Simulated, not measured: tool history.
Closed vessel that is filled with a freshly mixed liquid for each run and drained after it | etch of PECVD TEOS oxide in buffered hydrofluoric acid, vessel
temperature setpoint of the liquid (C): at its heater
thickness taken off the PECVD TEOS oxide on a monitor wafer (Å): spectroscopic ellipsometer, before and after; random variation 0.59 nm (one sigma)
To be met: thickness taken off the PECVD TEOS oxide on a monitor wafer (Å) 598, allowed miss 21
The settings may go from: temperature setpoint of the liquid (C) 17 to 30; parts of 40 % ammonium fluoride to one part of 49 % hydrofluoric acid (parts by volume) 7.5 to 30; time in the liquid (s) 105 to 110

run,hour,temperature setpoint of the liquid (C),parts of 40 % ammonium fluoride to one part of 49 % hydrofluoric acid (parts by volume),time in the liquid (s),thickness taken off the PECVD TEOS oxide on a monitor wafer (Å)
1,0,22,20.5,105,895.38
2,2.6,22,20.5,105,899.6
3,7.3,22,20.5,105,892.44
4,11.3,22,20.5,110,942.32
5,16.9,22,15.5,110,1226.5
6,21.8,21,17.5,110,1021.2
7,28.9,20.5,18.5,110,931.72
8,32.6,20,19,110,904.39
9,36.9,19.5,20,110,819.04
10,42.9,17,24,110,636.15
11,46.9,17,24.5,110,626.34

Which of these 4 next moves meets every target?
A,50.9,17.5,24,110,?
B,50.9,18.5,23.5,110,?
C,50.9,17,26.5,110,?
D,50.9,18,25,110,?

move,thickness taken off the PECVD TEOS oxide on a monitor wafer (Å)
A,666.25
B,716.03
C,604.3
D,666.59
A: further off than the last run
B: further off than the last run
C: meets every target
D: further off than the last run
Answer: C
